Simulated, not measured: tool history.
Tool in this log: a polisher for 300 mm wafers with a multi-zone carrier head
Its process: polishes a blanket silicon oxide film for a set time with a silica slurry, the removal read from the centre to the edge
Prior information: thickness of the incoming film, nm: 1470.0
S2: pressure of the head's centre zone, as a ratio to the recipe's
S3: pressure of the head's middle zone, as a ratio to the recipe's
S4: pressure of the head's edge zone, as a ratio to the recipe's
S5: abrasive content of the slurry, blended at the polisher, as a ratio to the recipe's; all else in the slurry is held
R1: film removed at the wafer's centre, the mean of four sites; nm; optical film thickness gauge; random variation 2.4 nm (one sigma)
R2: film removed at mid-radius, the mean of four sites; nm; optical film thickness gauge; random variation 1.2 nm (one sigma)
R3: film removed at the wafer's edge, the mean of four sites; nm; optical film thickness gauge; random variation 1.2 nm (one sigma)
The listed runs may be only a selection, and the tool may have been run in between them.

run 1 hour=0.0 | flow_of_slurry_(ml/min)=225 S2=1.00 S3=1.00 S4=1.00 S5=1.00 polishing_time_(s)=84 | R1=230.46 R2=235.89 R3=245.52
run 2 hour=7.4 | flow_of_slurry_(ml/min)=225 S2=1.00 S3=1.00 S4=1.07 S5=1.00 polishing_time_(s)=84 | R1=236.21 R2=237.17 R3=252.15
run 3 hour=15.7 | flow_of_slurry_(ml/min)=220 S2=0.99 S3=0.99 S4=1.05 S5=0.95 polishing_time_(s)=84 | R1=221.68 R2=230.51 R3=244.61
run 4 hour=19.0 | flow_of_slurry_(ml/min)=220 S2=1.06 S3=0.99 S4=1.05 S5=0.95 polishing_time_(s)=84 | R1=238.03 R2=229.11 R3=245.84
run 5 hour=19.8 | flow_of_slurry_(ml/min)=220 S2=1.06 S3=0.97 S4=1.03 S5=0.90 polishing_time_(s)=84 | R1=236.87 R2=219.17 R3=236.89
run 6 hour=21.9 | flow_of_slurry_(ml/min)=215 S2=1.04 S3=0.96 S4=1.02 S5=0.85 polishing_time_(s)=84 | R1=219.95 R2=211.51 R3=228.70
run 7 hour=26.5 | flow_of_slurry_(ml/min)=175 S2=0.98 S3=0.86 S4=0.92 S5=0.60 polishing_time_(s)=83 | R1=161.06 R2=158.45 R3=170.56
run 8 hour=28.6 | flow_of_slurry_(ml/min)=180 S2=0.98 S3=0.86 S4=0.93 S5=0.60 polishing_time_(s)=83 | R1=161.97 R2=159.23 R3=172.01

Expected results for the next run?
run 9 hour=33.6 | flow_of_slurry_(ml/min)=185 S2=0.98 S3=0.86 S4=0.94 S5=0.60 polishing_time_(s)=83 | R1=? R2=? R3=?

Logged for run 9: R1 163.43 nm, R2 156.22 nm, R3 172.75 nm.
